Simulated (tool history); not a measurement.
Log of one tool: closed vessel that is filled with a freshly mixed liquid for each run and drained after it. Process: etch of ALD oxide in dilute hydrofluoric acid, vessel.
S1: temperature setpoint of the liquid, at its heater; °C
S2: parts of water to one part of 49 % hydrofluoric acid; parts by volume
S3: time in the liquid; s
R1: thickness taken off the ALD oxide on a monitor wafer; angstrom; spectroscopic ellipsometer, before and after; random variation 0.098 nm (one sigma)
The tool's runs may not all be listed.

run  hour    S1   S2  S3      R1
  1     0    23  140  30  56.603
  2   7.8    23  140  30  56.832
  3  11.4  26.5  140  30  64.968
  4  16.9  26.5  110  30  85.292
  5  21.9  26.5  110  30  83.944
  6  27.6  27.5  100  30  100.07
  7  35.2  28.5   95  30  107.91
  8  44.3    29   90  30  118.31
  9  48.6  29.5   90  30  119.68
 10  52.1    30   90  30   123.1

The next listed run, before its measurement:
 11  57.1  30.5  90  30   ?

Run 11 gave R1 126.63 angstrom.
